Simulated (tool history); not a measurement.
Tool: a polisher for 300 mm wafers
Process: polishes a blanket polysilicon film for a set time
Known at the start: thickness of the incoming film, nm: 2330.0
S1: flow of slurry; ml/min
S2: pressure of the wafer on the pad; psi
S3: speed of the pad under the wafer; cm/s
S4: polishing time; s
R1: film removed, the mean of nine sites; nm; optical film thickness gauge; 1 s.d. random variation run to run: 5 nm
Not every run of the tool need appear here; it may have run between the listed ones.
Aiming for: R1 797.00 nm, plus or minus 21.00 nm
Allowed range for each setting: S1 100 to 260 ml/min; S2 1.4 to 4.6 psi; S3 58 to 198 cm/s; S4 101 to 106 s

Run 1, hour 0.0: S1 165 ml/min, S2 3.0 psi, S3 128 cm/s, S4 101 s. Result: R1 943.42 nm.
Run 2, hour 1.4: S1 160 ml/min, S2 2.9 psi, S3 128 cm/s, S4 101 s. Result: R1 912.00 nm.
Run 3, hour 9.2: S1 155 ml/min, S2 2.8 psi, S3 128 cm/s, S4 101 s. Result: R1 878.84 nm.
Run 4, hour 12.7: S1 150 ml/min, S2 2.7 psi, S3 128 cm/s, S4 101 s. Result: R1 836.01 nm.
Run 5, hour 16.7: S1 145 ml/min, S2 2.7 psi, S3 128 cm/s, S4 101 s. Result: R1 829.59 nm.
Run 6, hour 17.7: S1 140 ml/min, S2 2.7 psi, S3 128 cm/s, S4 101 s. Result: R1 829.61 nm.
Run 7, hour 24.1: S1 135 ml/min, S2 2.7 psi, S3 128 cm/s, S4 101 s. Result: R1 827.94 nm.
Run 8, hour 26.1: S1 130 ml/min, S2 2.7 psi, S3 128 cm/s, S4 101 s. Result: R1 821.12 nm.
Run 9, hour 32.3: S1 125 ml/min, S2 2.7 psi, S3 128 cm/s, S4 101 s. Result: R1 819.51 nm.

Pick the move, out of 4, that brings all results within their allowed miss; only one does.
Run A, hour 38.5: S1 155 ml/min, S2 2.6 psi, S3 132 cm/s, S4 104 s. Result: R1 ?.
Run B, hour 38.5: S1 110 ml/min, S2 3.0 psi, S3 126 cm/s, S4 101 s. Result: R1 ?.
Run C, hour 38.5: S1 110 ml/min, S2 3.3 psi, S3 104 cm/s, S4 106 s. Result: R1 ?.
Run D, hour 38.5: S1 230 ml/min, S2 3.0 psi, S3 104 cm/s, S4 101 s. Result: R1 ?.

move      R1
   A  865.76
   B  874.09
   C  835.98
   D  805.44
A: moves away from the targets compared with the last run
B: moves away from the targets compared with the last run
C: moves away from the targets compared with the last run
D: every result lands within tolerance
The move that meets every target is D.
